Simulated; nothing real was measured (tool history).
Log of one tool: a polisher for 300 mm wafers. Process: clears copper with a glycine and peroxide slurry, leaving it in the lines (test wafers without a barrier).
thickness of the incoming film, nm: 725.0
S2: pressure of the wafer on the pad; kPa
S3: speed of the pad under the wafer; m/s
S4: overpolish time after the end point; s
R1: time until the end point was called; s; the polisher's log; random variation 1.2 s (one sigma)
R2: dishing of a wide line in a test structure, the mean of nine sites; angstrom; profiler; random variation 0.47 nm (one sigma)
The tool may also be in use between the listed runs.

run 1 hour=0.0 | flow_of_slurry_(ml/min)=215 S2=19.3 S3=1.00 S4=17 | R1=113.590 R2=467.20
run 2 hour=4.9 | flow_of_slurry_(ml/min)=215 S2=23.4 S3=1.00 S4=17 | R1=96.414 R2=488.98
run 3 hour=10.1 | flow_of_slurry_(ml/min)=215 S2=19.3 S3=1.00 S4=17 | R1=113.240 R2=452.93
run 4 hour=13.1 | flow_of_slurry_(ml/min)=210 S2=19.3 S3=1.02 S4=15 | R1=112.200 R2=454.17
run 5 hour=19.5 | flow_of_slurry_(ml/min)=210 S2=21.4 S3=1.02 S4=15 | R1=103.800 R2=458.56
run 6 hour=20.5 | flow_of_slurry_(ml/min)=210 S2=21.4 S3=1.02 S4=20 | R1=103.820 R2=504.63

The next listed run, before its measurement:
run 7 hour=25.0 | flow_of_slurry_(ml/min)=150 S2=17.9 S3=1.30 S4=12 | R1=? R2=?

R1: 101.060 s
R2: 400.92 angstrom

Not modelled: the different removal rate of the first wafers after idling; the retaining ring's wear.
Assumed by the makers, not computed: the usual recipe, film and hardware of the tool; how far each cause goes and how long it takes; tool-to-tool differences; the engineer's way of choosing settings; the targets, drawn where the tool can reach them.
